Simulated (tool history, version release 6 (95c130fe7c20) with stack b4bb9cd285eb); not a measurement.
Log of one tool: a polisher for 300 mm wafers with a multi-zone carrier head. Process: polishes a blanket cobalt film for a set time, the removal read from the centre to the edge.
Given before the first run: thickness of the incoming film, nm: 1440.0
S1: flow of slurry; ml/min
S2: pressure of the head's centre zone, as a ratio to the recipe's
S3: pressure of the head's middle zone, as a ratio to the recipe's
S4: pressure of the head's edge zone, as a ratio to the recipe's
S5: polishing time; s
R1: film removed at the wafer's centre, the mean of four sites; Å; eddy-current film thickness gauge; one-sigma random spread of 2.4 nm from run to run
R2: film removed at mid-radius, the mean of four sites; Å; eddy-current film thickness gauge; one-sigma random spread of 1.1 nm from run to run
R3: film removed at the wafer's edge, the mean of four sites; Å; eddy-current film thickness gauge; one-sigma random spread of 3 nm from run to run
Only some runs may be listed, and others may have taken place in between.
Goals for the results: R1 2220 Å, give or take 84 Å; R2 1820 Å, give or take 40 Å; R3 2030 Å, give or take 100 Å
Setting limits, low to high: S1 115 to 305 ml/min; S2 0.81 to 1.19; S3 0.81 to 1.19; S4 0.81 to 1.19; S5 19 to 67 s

| run | hour | S1 | S2 | S3 | S4 | S5 | R1 | R2 | R3 |
|---|---|---|---|---|---|---|---|---|---|
| 1 | 0 | 195 | 1 | 1 | 1 | 43 | 2409.9 | 2399.4 | 2384.2 |
| 2 | 3.6 | 190 | 1 | 0.98 | 0.99 | 43 | 2393.3 | 2344.4 | 2285.6 |
| 3 | 11.3 | 190 | 0.95 | 0.98 | 0.99 | 43 | 2261.7 | 2360.6 | 2353.5 |
| 4 | 14.9 | 190 | 0.9 | 0.98 | 0.99 | 43 | 2137.3 | 2351.9 | 2321.4 |
| 5 | 21 | 190 | 0.9 | 0.98 | 0.99 | 47 | 2346.8 | 2570.6 | 2596.7 |
| 6 | 23.3 | 185 | 0.91 | 0.96 | 0.99 | 46 | 2261 | 2485.8 | 2493.1 |
| 7 | 27.3 | 200 | 1.01 | 0.86 | 1.09 | 34 | 1933.9 | 1685.7 | 1999.2 |
| 8 | 28.6 | 205 | 1.02 | 0.86 | 1.09 | 34 | 1949.2 | 1681.7 | 1915.3 |
| 9 | 30.5 | 205 | 1.03 | 0.86 | 1.1 | 34 | 1938.9 | 1679.4 | 1925.6 |
| 10 | 38.9 | 205 | 1.04 | 0.86 | 1.1 | 34 | 2001.4 | 1678.7 | 1938.6 |
| 11 | 39.6 | 205 | 1.04 | 0.86 | 1.1 | 34 | 1994.8 | 1697.7 | 1930.1 |
| 12 | 40.8 | 260 | 1.09 | 0.88 | 1.12 | 34 | 2143.4 | 1767.4 | 2040.3 |

Which of these 5 next moves meets every target?
| A | 42 | 215 | 1.12 | 0.9 | 1.12 | 35 | ? | ? | ? |
| B | 42 | 305 | 0.96 | 0.87 | 1.19 | 36 | ? | ? | ? |
| C | 42 | 275 | 1.04 | 0.93 | 1.19 | 33 | ? | ? | ? |
| D | 42 | 240 | 0.92 | 0.84 | 1.19 | 39 | ? | ? | ? |
| E | 42 | 255 | 1.04 | 0.89 | 1.11 | 35 | ? | ? | ? |

| move | R1 | R2 | R3 |
|---|---|---|---|
| A | 2187.2 | 1817.3 | 1974.7 |
| B | 2016.3 | 1895.9 | 2151.7 |
| C | 1980.9 | 1816.5 | 1954.9 |
| D | 2031.3 | 1943.4 | 2285.3 |
| E | 2080.5 | 1841.8 | 2000.6 |
A: all results in spec
B: the result that was furthest off in the last run now lies on the other side of its target
C: meets the target for the result that was furthest off, but another lies outside its allowed miss
D: the result that was furthest off in the last run now lies on the other side of its target
E: meets the target for the result that was furthest off, but another lies outside its allowed miss
A meets every target.
